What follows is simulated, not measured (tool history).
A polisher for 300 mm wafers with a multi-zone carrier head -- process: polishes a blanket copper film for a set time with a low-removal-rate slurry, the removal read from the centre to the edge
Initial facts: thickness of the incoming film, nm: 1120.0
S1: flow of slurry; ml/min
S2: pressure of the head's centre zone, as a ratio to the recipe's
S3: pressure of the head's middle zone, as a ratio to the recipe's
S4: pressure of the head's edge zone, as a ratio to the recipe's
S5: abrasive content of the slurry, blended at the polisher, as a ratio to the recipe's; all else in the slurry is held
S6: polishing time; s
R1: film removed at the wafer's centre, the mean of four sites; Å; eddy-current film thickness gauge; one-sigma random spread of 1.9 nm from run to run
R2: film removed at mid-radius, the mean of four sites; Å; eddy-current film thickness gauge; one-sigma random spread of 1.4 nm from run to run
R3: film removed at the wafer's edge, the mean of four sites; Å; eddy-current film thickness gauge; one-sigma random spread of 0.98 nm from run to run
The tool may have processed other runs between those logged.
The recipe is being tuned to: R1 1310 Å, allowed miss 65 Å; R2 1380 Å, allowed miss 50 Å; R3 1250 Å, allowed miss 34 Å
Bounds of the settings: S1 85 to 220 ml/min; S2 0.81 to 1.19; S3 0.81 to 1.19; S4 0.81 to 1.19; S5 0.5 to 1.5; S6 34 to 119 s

{"run": 1, "hour": 0.0, "S1": 140, "S2": 1, "S3": 1, "S4": 1, "S5": 1, "S6": 76, "R1": 1510.2, "R2": 1592.8, "R3": 1551.6}
{"run": 2, "hour": 6.0, "S1": 135, "S2": 1, "S3": 1, "S4": 0.96, "S5": 0.9, "S6": 75, "R1": 1455.1, "R2": 1503.9, "R3": 1457}
{"run": 3, "hour": 7.2, "S1": 130, "S2": 0.99, "S3": 1.01, "S4": 0.92, "S5": 0.85, "S6": 75, "R1": 1410.1, "R2": 1492.7, "R3": 1394.3}
{"run": 4, "hour": 13.6, "S1": 120, "S2": 0.99, "S3": 1.01, "S4": 0.89, "S5": 0.85, "S6": 75, "R1": 1401.9, "R2": 1436.3, "R3": 1360.2}
{"run": 5, "hour": 17.8, "S1": 120, "S2": 0.93, "S3": 1.01, "S4": 0.89, "S5": 0.85, "S6": 75, "R1": 1311.4, "R2": 1453.4, "R3": 1377.7}
{"run": 6, "hour": 19.1, "S1": 120, "S2": 0.93, "S3": 1.08, "S4": 0.89, "S5": 0.85, "S6": 75, "R1": 1294.7, "R2": 1521.3, "R3": 1391.5}
{"run": 7, "hour": 22.4, "S1": 115, "S2": 0.94, "S3": 1.07, "S4": 0.87, "S5": 0.8, "S6": 75, "R1": 1288.9, "R2": 1475.4, "R3": 1333.4}
{"run": 8, "hour": 30.5, "S1": 110, "S2": 0.95, "S3": 1.06, "S4": 0.86, "S5": 0.8, "S6": 75, "R1": 1317.6, "R2": 1465.5, "R3": 1319.2}
{"run": 9, "hour": 37.6, "S1": 95, "S2": 0.97, "S3": 1.02, "S4": 0.81, "S5": 0.7, "S6": 75, "R1": 1221.5, "R2": 1330.3, "R3": 1204.3}
{"run": 10, "hour": 38.3, "S1": 95, "S2": 0.97, "S3": 1.02, "S4": 0.81, "S5": 0.7, "S6": 75, "R1": 1184.2, "R2": 1318.2, "R3": 1222}

Exercise: of the 4 proposed moves below, exactly one satisfies all targets within the stated allowed misses. Which move is it?
{"run": "A", "hour": 39.0, "S1": 110, "S2": 1, "S3": 1.02, "S4": 0.81, "S5": 0.85, "S6": 73, "R1": "?", "R2": "?", "R3": "?"}
{"run": "B", "hour": 39.0, "S1": 85, "S2": 0.93, "S3": 1.06, "S4": 0.81, "S5": 0.75, "S6": 76, "R1": "?", "R2": "?", "R3": "?"}
{"run": "C", "hour": 39.0, "S1": 105, "S2": 1.11, "S3": 0.91, "S4": 0.83, "S5": 0.85, "S6": 68, "R1": "?", "R2": "?", "R3": "?"}
{"run": "D", "hour": 39.0, "S1": 100, "S2": 0.93, "S3": 0.94, "S4": 0.94, "S5": 0.7, "S6": 72, "R1": "?", "R2": "?", "R3": "?"}

move=A R1=1323 R2=1399.5 R3=1278.2
move=B R1=1129.8 R2=1333.1 R3=1227.3
move=C R1=1346.2 R2=1208.2 R3=1193
move=D R1=1133.8 R2=1241 R3=1280
A: all results land within tolerance of their targets
B: moves away from the targets compared with the last run
C: the worst result of the last run now meets its target, but another is out of spec
D: moves away from the targets compared with the last run
Move A is the one to make.

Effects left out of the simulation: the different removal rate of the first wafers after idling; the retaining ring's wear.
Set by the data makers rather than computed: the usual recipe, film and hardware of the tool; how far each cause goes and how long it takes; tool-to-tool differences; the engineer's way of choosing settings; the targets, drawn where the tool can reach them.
